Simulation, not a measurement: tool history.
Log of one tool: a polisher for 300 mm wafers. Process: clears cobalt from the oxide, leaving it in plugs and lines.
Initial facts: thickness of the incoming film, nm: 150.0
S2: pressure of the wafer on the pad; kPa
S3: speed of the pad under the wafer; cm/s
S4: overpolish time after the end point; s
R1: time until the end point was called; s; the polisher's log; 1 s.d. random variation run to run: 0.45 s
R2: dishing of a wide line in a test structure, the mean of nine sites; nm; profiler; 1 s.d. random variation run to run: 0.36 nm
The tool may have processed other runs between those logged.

Run 1, day 0: flow of slurry (ml/min) 245, S2 15.9 kPa, S3 76 cm/s, S4 10 s. Result: R1 32.118 s, R2 36.291 nm.
Run 2, day 0.296: flow of slurry (ml/min) 245, S2 15.2 kPa, S3 76 cm/s, S4 10 s. Result: R1 33.058 s, R2 35.015 nm.
Run 3, day 0.417: flow of slurry (ml/min) 245, S2 14.5 kPa, S3 76 cm/s, S4 10 s. Result: R1 34.011 s, R2 33.288 nm.
Run 4, day 0.629: flow of slurry (ml/min) 245, S2 14.5 kPa, S3 68 cm/s, S4 10 s. Result: R1 38.62 s, R2 31.113 nm.
Run 5, day 0.888: flow of slurry (ml/min) 190, S2 14.5 kPa, S3 68 cm/s, S4 10 s. Result: R1 39.584 s, R2 30.912 nm.
Run 6, day 1.158: flow of slurry (ml/min) 190, S2 11.7 kPa, S3 68 cm/s, S4 10 s. Result: R1 47.92 s, R2 25.992 nm.
Run 7, day 1.45: flow of slurry (ml/min) 195, S2 13.1 kPa, S3 68 cm/s, S4 10 s. Result: R1 43.284 s, R2 28.308 nm.
Run 8, day 1.775: flow of slurry (ml/min) 200, S2 13.8 kPa, S3 68 cm/s, S4 10 s. Result: R1 40.563 s, R2 30.375 nm.
Run 9, day 1.858: flow of slurry (ml/min) 200, S2 14.5 kPa, S3 68 cm/s, S4 10 s. Result: R1 39.208 s, R2 30.913 nm.
At day 2: head pressure recalibrated.
Run 10, day 2: flow of slurry (ml/min) 200, S2 15.2 kPa, S3 68 cm/s, S4 10 s. Result: R1 33.517 s, R2 34.866 nm.
Run 11, day 2.25: flow of slurry (ml/min) 215, S2 15.2 kPa, S3 68 cm/s, S4 10 s. Result: R1 32.665 s, R2 34.21 nm.
Run 12, day 2.275: flow of slurry (ml/min) 215, S2 15.2 kPa, S3 72 cm/s, S4 10 s. Result: R1 31.719 s, R2 35.983 nm.
Run 13, day 2.529: flow of slurry (ml/min) 235, S2 15.2 kPa, S3 72 cm/s, S4 10 s. Result: R1 31.245 s, R2 35.943 nm.
Run 14, day 2.708: flow of slurry (ml/min) 215, S2 15.2 kPa, S3 72 cm/s, S4 10 s. Result: R1 31.857 s, R2 35.964 nm.
Run 15, day 2.767: flow of slurry (ml/min) 235, S2 15.2 kPa, S3 72 cm/s, S4 10 s. Result: R1 31.089 s, R2 36.026 nm.
Run 16, day 2.883: flow of slurry (ml/min) 215, S2 15.2 kPa, S3 72 cm/s, S4 10 s. Result: R1 31.157 s, R2 36.1 nm.
Run 17, day 2.992: flow of slurry (ml/min) 240, S2 15.2 kPa, S3 72 cm/s, S4 10 s. Result: R1 31.059 s, R2 36.497 nm.
Run 18, day 3.217: flow of slurry (ml/min) 215, S2 15.2 kPa, S3 72 cm/s, S4 10 s. Result: R1 31.569 s, R2 35.42 nm.
Run 19, day 3.5: flow of slurry (ml/min) 235, S2 15.2 kPa, S3 72 cm/s, S4 10 s. Result: R1 31.402 s, R2 36.685 nm.
Run 20, day 3.604: flow of slurry (ml/min) 215, S2 15.2 kPa, S3 72 cm/s, S4 10 s. Result: R1 31.755 s, R2 35.654 nm.
Run 21, day 3.904: flow of slurry (ml/min) 230, S2 15.2 kPa, S3 72 cm/s, S4 10 s. Result: R1 31.676 s, R2 36.502 nm.
Run 22, day 3.958: flow of slurry (ml/min) 225, S2 14.5 kPa, S3 72 cm/s, S4 10 s. Result: R1 32.892 s, R2 35.108 nm.
Run 23, day 4.125: flow of slurry (ml/min) 215, S2 14.5 kPa, S3 72 cm/s, S4 10 s. Result: R1 33.327 s, R2 34.843 nm.
Run 24, day 4.471: flow of slurry (ml/min) 230, S2 14.5 kPa, S3 72 cm/s, S4 10 s. Result: R1 32.823 s, R2 34.759 nm.
Run 25, day 4.779: flow of slurry (ml/min) 215, S2 14.5 kPa, S3 72 cm/s, S4 10 s. Result: R1 33.066 s, R2 34.202 nm.
Run 26, day 5.017: flow of slurry (ml/min) 230, S2 14.5 kPa, S3 72 cm/s, S4 10 s. Result: R1 32.887 s, R2 34.59 nm.

What does the tool deliver on the next run?
Run 27, day 5.154: flow of slurry (ml/min) 215, S2 14.5 kPa, S3 72 cm/s, S4 10 s. Result: R1 ?, R2 ?.

{"run 27": {"R1": 33.562, "R2": 33.878}}
